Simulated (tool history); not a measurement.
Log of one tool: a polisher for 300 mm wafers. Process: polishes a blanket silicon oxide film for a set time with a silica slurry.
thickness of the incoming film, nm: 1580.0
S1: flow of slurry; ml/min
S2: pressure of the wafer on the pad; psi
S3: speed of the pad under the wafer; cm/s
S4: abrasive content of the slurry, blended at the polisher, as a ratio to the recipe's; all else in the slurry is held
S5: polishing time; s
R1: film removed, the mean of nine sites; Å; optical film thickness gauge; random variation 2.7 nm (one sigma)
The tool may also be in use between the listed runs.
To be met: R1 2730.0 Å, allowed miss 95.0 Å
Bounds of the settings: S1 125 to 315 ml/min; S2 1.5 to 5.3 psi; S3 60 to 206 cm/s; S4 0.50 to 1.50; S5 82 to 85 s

Run 1, hour 0.0: S1 205 ml/min, S2 3.4 psi, S3 132 cm/s, S4 1.00, S5 82 s. Result: R1 2085.9 Å.
Run 2, hour 1.1: S1 205 ml/min, S2 2.7 psi, S3 132 cm/s, S4 1.00, S5 82 s. Result: R1 1687.6 Å.
Run 3, hour 4.6: S1 205 ml/min, S2 2.7 psi, S3 156 cm/s, S4 1.00, S5 82 s. Result: R1 1934.0 Å.
Run 4, hour 8.6: S1 250 ml/min, S2 2.7 psi, S3 156 cm/s, S4 1.00, S5 82 s. Result: R1 1948.2 Å.
Run 5, hour 9.7: S1 250 ml/min, S2 2.7 psi, S3 176 cm/s, S4 1.00, S5 82 s. Result: R1 2194.1 Å.
At hour 12.1: slurry nozzle cleaned.
Run 6, hour 12.1: S1 250 ml/min, S2 2.7 psi, S3 176 cm/s, S4 0.85, S5 82 s. Result: R1 2041.9 Å.
Run 7, hour 18.7: S1 250 ml/min, S2 2.8 psi, S3 176 cm/s, S4 0.85, S5 82 s. Result: R1 2128.3 Å.
Run 8, hour 20.8: S1 250 ml/min, S2 2.9 psi, S3 176 cm/s, S4 0.85, S5 82 s. Result: R1 2188.8 Å.
Run 9, hour 28.5: S1 255 ml/min, S2 3.8 psi, S3 178 cm/s, S4 0.85, S5 82 s. Result: R1 2843.6 Å.

Which of these 4 next moves meets every target?
Run A, hour 36.2: S1 270 ml/min, S2 3.1 psi, S3 206 cm/s, S4 0.90, S5 82 s. Result: R1 ?.
Run B, hour 36.2: S1 190 ml/min, S2 2.6 psi, S3 188 cm/s, S4 1.25, S5 83 s. Result: R1 ?.
Run C, hour 36.2: S1 295 ml/min, S2 3.2 psi, S3 206 cm/s, S4 0.95, S5 85 s. Result: R1 ?.
Run D, hour 36.2: S1 250 ml/min, S2 3.1 psi, S3 176 cm/s, S4 0.95, S5 83 s. Result: R1 ?.

move      R1
   A  2739.4
   B  2457.0
   C  3030.5
   D  2493.8
A: meets every target
B: takes the result that was furthest off past its target
C: further off than the last run
D: takes the result that was furthest off past its target
Answer: A
